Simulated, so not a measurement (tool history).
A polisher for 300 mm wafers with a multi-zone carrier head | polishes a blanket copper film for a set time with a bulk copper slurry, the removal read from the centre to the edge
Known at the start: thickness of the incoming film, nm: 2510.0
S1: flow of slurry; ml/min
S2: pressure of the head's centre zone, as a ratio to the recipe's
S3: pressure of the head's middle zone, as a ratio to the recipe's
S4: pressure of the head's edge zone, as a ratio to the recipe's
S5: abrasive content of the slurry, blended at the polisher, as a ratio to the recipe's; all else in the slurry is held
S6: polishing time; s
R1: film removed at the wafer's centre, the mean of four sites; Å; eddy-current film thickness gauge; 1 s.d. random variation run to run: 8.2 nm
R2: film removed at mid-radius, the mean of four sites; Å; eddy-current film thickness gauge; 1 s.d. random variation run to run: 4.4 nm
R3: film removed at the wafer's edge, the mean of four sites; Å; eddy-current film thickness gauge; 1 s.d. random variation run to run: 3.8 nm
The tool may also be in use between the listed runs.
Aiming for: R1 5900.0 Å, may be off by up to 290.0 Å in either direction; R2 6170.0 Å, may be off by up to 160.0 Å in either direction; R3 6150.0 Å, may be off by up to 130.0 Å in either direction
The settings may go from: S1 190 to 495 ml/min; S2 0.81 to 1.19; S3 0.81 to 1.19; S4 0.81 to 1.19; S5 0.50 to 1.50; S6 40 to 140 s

{"run": 1, "hour": 0.0, "S1": 320, "S2": 1.0, "S3": 1.0, "S4": 1.0, "S5": 1.0, "S6": 90, "R1": 5422.2, "R2": 5098.4, "R3": 5299.7}
{"run": 2, "hour": 8.1, "S1": 320, "S2": 0.93, "S3": 1.0, "S4": 1.0, "S5": 1.0, "S6": 90, "R1": 4940.5, "R2": 5120.8, "R3": 5272.2}
{"run": 3, "hour": 15.7, "S1": 320, "S2": 0.93, "S3": 0.91, "S4": 1.0, "S5": 1.0, "S6": 90, "R1": 4955.9, "R2": 4673.4, "R3": 5329.8}
{"run": 4, "hour": 22.2, "S1": 330, "S2": 0.94, "S3": 0.94, "S4": 1.03, "S5": 1.05, "S6": 90, "R1": 5111.8, "R2": 4821.9, "R3": 5447.4}
{"run": 5, "hour": 26.6, "S1": 330, "S2": 0.94, "S3": 0.94, "S4": 1.08, "S5": 1.05, "S6": 90, "R1": 4998.7, "R2": 4888.8, "R3": 5562.0}
{"run": 6, "hour": 33.3, "S1": 330, "S2": 0.94, "S3": 0.94, "S4": 1.11, "S5": 1.05, "S6": 90, "R1": 4944.7, "R2": 4918.7, "R3": 5630.1}
{"run": 7, "hour": 34.1, "S1": 335, "S2": 0.96, "S3": 0.97, "S4": 1.12, "S5": 1.1, "S6": 90, "R1": 5234.2, "R2": 5068.9, "R3": 5701.0}
{"run": 8, "hour": 34.8, "S1": 340, "S2": 0.96, "S3": 1.0, "S4": 1.13, "S5": 1.15, "S6": 90, "R1": 5191.5, "R2": 5245.2, "R3": 5813.7}
{"run": 9, "hour": 36.1, "S1": 345, "S2": 0.97, "S3": 1.03, "S4": 1.14, "S5": 1.15, "S6": 90, "R1": 5453.6, "R2": 5360.8, "R3": 5802.7}
{"run": 10, "hour": 43.1, "S1": 350, "S2": 0.97, "S3": 1.05, "S4": 1.15, "S5": 1.2, "S6": 90, "R1": 5417.9, "R2": 5481.4, "R3": 5934.2}
{"run": 11, "hour": 50.6, "S1": 355, "S2": 0.98, "S3": 1.07, "S4": 1.15, "S5": 1.2, "S6": 90, "R1": 5430.8, "R2": 5577.8, "R3": 5902.8}
{"run": 12, "hour": 56.8, "S1": 355, "S2": 0.99, "S3": 1.09, "S4": 1.15, "S5": 1.2, "S6": 90, "R1": 5389.2, "R2": 5706.3, "R3": 5916.9}
{"run": 13, "hour": 57.9, "S1": 360, "S2": 1.0, "S3": 1.1, "S4": 1.15, "S5": 1.2, "S6": 90, "R1": 5600.5, "R2": 5709.8, "R3": 5962.9}
{"run": 14, "hour": 60.8, "S1": 360, "S2": 1.0, "S3": 1.1, "S4": 1.15, "S5": 1.2, "S6": 90, "R1": 5704.8, "R2": 5756.8, "R3": 5970.1}
{"run": 15, "hour": 66.8, "S1": 370, "S2": 1.0, "S3": 1.11, "S4": 1.15, "S5": 1.2, "S6": 90, "R1": 5674.3, "R2": 5823.2, "R3": 5957.0}
{"run": 16, "hour": 68.7, "S1": 380, "S2": 1.0, "S3": 1.12, "S4": 1.15, "S5": 1.2, "S6": 90, "R1": 5421.7, "R2": 5792.4, "R3": 5967.2}
{"run": 17, "hour": 76.3, "S1": 380, "S2": 1.01, "S3": 1.13, "S4": 1.15, "S5": 1.2, "S6": 90, "R1": 5630.2, "R2": 5898.6, "R3": 5944.2}
{"run": 18, "hour": 80.3, "S1": 380, "S2": 1.01, "S3": 1.14, "S4": 1.16, "S5": 1.2, "S6": 90, "R1": 5660.5, "R2": 5913.4, "R3": 5953.5}
{"run": 19, "hour": 86.8, "S1": 380, "S2": 1.01, "S3": 1.15, "S4": 1.16, "S5": 1.2, "S6": 90, "R1": 5580.3, "R2": 6027.7, "R3": 5967.5}

Pick the move, out of 5, that brings all results within their allowed miss; only one does.
{"run": "A", "hour": 93.3, "S1": 325, "S2": 1.03, "S3": 1.15, "S4": 1.17, "S5": 1.25, "S6": 93, "R1": "?", "R2": "?", "R3": "?"}
{"run": "B", "hour": 93.3, "S1": 350, "S2": 1.0, "S3": 1.1, "S4": 1.15, "S5": 1.3, "S6": 91, "R1": "?", "R2": "?", "R3": "?"}
{"run": "C", "hour": 93.3, "S1": 370, "S2": 1.09, "S3": 1.13, "S4": 1.17, "S5": 1.15, "S6": 91, "R1": "?", "R2": "?", "R3": "?"}
{"run": "D", "hour": 93.3, "S1": 350, "S2": 0.82, "S3": 1.11, "S4": 1.09, "S5": 1.2, "S6": 99, "R1": "?", "R2": "?", "R3": "?"}
{"run": "E", "hour": 93.3, "S1": 350, "S2": 1.06, "S3": 1.19, "S4": 1.14, "S5": 1.3, "S6": 87, "R1": "?", "R2": "?", "R3": "?"}

move=A R1=5773.8 R2=6188.2 R3=6141.1
move=B R1=5554.5 R2=5903.1 R3=6026.9
move=C R1=5958.4 R2=5934.8 R3=5969.1
move=D R1=4878.4 R2=6388.8 R3=6290.5
move=E R1=5635.0 R2=6037.2 R3=5729.1
A: every result within its allowed miss
B: puts the biggest miss on target and leaves a different result outside tolerance
C: no nearer and no further than the last run
D: the result that was furthest off in the last run now lies on the other side of its target
E: its largest miss is bigger than the last run's
Go with A: it meets all targets.
